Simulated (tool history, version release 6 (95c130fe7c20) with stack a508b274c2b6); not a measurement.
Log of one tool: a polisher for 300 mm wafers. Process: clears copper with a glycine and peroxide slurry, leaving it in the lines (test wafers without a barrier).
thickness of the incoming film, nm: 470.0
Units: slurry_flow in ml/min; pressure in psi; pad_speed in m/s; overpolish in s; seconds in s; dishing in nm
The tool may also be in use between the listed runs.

| run | day | slurry_flow | pressure | pad_speed | overpolish | seconds | dishing |
|---|---|---|---|---|---|---|---|
| 1 | 0 | 150 | 3.2 | 1.1 | 9 | 68.531 | 39.126 |
| 2 | 0.096 | 150 | 3.2 | 1.1 | 7 | 66.521 | 33.599 |
| 3 | 0.267 | 150 | 3.2 | 0.86 | 7 | 78.811 | 28.308 |
| 4 | 0.404 | 150 | 3.5 | 0.88 | 8 | 73.406 | 34.227 |
| 5 | 0.775 | 170 | 3.5 | 0.88 | 8 | 73.673 | 34.695 |
| 6 | 0.904 | 170 | 3.7 | 0.88 | 9 | 70.175 | 38.245 |
| 7 | 1.267 | 170 | 3.9 | 0.88 | 10 | 67.414 | 44.385 |

The next listed run, before its measurement:
| 8 | 1.346 | 170 | 4 | 0.88 | 11 | ? | ? |

seconds: 67.432 s
dishing: 48.39 nm
